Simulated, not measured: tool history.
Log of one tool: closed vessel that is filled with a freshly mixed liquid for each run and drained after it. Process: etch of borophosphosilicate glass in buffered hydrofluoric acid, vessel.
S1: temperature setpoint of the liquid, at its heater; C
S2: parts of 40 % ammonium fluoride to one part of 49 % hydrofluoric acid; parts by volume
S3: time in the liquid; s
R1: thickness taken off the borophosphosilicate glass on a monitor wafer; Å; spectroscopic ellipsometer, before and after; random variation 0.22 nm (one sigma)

run    day    S1    S2  S3      R1
  1      0    22  21.5  95     652
  2   0.15    24  21.5  95  718.14
  3  0.533    23    22  95  673.27
  4  0.658    22  22.5  95  627.02
  5  0.833  21.5  22.5  95   607.9
  6  0.971    21  22.5  95   589.8
  7  1.308  20.5  22.5  95  576.21
  8  1.688    20  22.5  95  556.28
  9  1.729  19.5  22.5  95  545.77

The next listed run, before its measurement:
 10  1.767  19  22.5  95   ?

Run 10 gave R1 532.94 Å.
